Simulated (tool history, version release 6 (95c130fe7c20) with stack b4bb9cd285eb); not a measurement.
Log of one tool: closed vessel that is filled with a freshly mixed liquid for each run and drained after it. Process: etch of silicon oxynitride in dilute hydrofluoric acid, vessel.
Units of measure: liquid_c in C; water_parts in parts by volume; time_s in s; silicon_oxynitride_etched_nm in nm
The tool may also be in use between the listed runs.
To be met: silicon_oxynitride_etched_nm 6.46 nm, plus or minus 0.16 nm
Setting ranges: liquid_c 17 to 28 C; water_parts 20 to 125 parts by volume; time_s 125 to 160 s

{"run": 1, "hour": 0.0, "liquid_c": 20, "water_parts": 70, "time_s": 160, "silicon_oxynitride_etched_nm": 3.6771}
{"run": 2, "hour": 3.0, "liquid_c": 20, "water_parts": 70, "time_s": 160, "silicon_oxynitride_etched_nm": 3.6855}
{"run": 3, "hour": 10.6, "liquid_c": 20, "water_parts": 90, "time_s": 160, "silicon_oxynitride_etched_nm": 2.8182}
{"run": 4, "hour": 15.7, "liquid_c": 20, "water_parts": 70, "time_s": 160, "silicon_oxynitride_etched_nm": 3.696}
{"run": 5, "hour": 17.7, "liquid_c": 18, "water_parts": 70, "time_s": 160, "silicon_oxynitride_etched_nm": 3.3205}
{"run": 6, "hour": 21.2, "liquid_c": 20.5, "water_parts": 65, "time_s": 160, "silicon_oxynitride_etched_nm": 4.0862}
{"run": 7, "hour": 23.7, "liquid_c": 22.5, "water_parts": 65, "time_s": 160, "silicon_oxynitride_etched_nm": 4.4854}
{"run": 8, "hour": 27.4, "liquid_c": 24, "water_parts": 65, "time_s": 160, "silicon_oxynitride_etched_nm": 4.8601}
{"run": 9, "hour": 33.1, "liquid_c": 25, "water_parts": 65, "time_s": 160, "silicon_oxynitride_etched_nm": 5.052}
{"run": 10, "hour": 39.3, "liquid_c": 25.5, "water_parts": 65, "time_s": 160, "silicon_oxynitride_etched_nm": 5.2129}
{"run": 11, "hour": 45.9, "liquid_c": 26, "water_parts": 65, "time_s": 160, "silicon_oxynitride_etched_nm": 5.3762}
{"run": 12, "hour": 53.6, "liquid_c": 26.5, "water_parts": 65, "time_s": 160, "silicon_oxynitride_etched_nm": 5.3929}
{"run": 13, "hour": 60.0, "liquid_c": 27, "water_parts": 65, "time_s": 160, "silicon_oxynitride_etched_nm": 5.6076}
{"run": 14, "hour": 61.1, "liquid_c": 27.5, "water_parts": 60, "time_s": 160, "silicon_oxynitride_etched_nm": 6.1702}

Which of these 5 next moves meets every target?
{"run": "A", "hour": 62.2, "liquid_c": 27, "water_parts": 55, "time_s": 140, "silicon_oxynitride_etched_nm": "?"}
{"run": "B", "hour": 62.2, "liquid_c": 26, "water_parts": 50, "time_s": 135, "silicon_oxynitride_etched_nm": "?"}
{"run": "C", "hour": 62.2, "liquid_c": 27, "water_parts": 55, "time_s": 155, "silicon_oxynitride_etched_nm": "?"}
{"run": "D", "hour": 62.2, "liquid_c": 28, "water_parts": 65, "time_s": 160, "silicon_oxynitride_etched_nm": "?"}
{"run": "E", "hour": 62.2, "liquid_c": 27.5, "water_parts": 55, "time_s": 135, "silicon_oxynitride_etched_nm": "?"}

move=A silicon_oxynitride_etched_nm=5.7928
move=B silicon_oxynitride_etched_nm=5.8846
move=C silicon_oxynitride_etched_nm=6.4135
move=D silicon_oxynitride_etched_nm=5.8164
move=E silicon_oxynitride_etched_nm=5.7199
A: further off than the last run
B: further off than the last run
C: every result lands within tolerance
D: further off than the last run
E: further off than the last run
The move that meets every target is C.
